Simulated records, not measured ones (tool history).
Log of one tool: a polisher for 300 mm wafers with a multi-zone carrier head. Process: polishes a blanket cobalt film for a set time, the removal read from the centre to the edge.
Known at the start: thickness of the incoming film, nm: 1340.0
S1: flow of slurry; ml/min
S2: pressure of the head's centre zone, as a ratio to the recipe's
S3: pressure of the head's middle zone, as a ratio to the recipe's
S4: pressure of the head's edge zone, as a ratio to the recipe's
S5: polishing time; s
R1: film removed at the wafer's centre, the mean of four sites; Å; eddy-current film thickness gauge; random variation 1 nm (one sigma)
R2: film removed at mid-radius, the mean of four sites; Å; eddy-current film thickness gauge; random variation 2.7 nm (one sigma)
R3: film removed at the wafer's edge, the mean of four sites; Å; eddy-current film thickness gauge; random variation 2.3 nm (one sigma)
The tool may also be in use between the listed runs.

Run 1, hour 0.0: S1 210 ml/min, S2 1.00, S3 1.00, S4 1.00, S5 34 s. Result: R1 1985.5 Å, R2 2010.4 Å, R3 2101.6 Å.
Run 2, hour 8.2: S1 205 ml/min, S2 0.98, S3 1.00, S4 0.97, S5 33 s. Result: R1 1897.7 Å, R2 1875.6 Å, R3 1951.3 Å.
Run 3, hour 16.2: S1 205 ml/min, S2 0.91, S3 1.00, S4 0.97, S5 33 s. Result: R1 1768.1 Å, R2 1964.0 Å, R3 1979.0 Å.
Run 4, hour 22.3: S1 195 ml/min, S2 0.90, S3 1.00, S4 0.95, S5 33 s. Result: R1 1747.4 Å, R2 1942.3 Å, R3 1944.1 Å.
Run 5, hour 29.0: S1 195 ml/min, S2 0.90, S3 1.00, S4 0.95, S5 26 s. Result: R1 1379.5 Å, R2 1511.1 Å, R3 1547.0 Å.
Run 6, hour 33.4: S1 195 ml/min, S2 0.98, S3 1.00, S4 0.95, S5 26 s. Result: R1 1475.1 Å, R2 1506.9 Å, R3 1496.2 Å.
Run 7, hour 41.7: S1 210 ml/min, S2 0.98, S3 1.02, S4 0.96, S5 26 s. Result: R1 1485.9 Å, R2 1587.0 Å, R3 1532.1 Å.
Run 8, hour 43.5: S1 225 ml/min, S2 0.98, S3 1.02, S4 0.98, S5 26 s. Result: R1 1498.7 Å, R2 1561.4 Å, R3 1553.2 Å.
Run 9, hour 48.6: S1 230 ml/min, S2 0.98, S3 1.04, S4 1.00, S5 26 s. Result: R1 1509.7 Å, R2 1604.2 Å, R3 1568.3 Å.

Forecast run 10:
Run 10, hour 52.8: S1 235 ml/min, S2 0.98, S3 1.05, S4 1.02, S5 26 s. Result: R1 ?, R2 ?, R3 ?.

{"run 10": {"R1": 1517.8, "R2": 1626.1, "R3": 1590.1}}
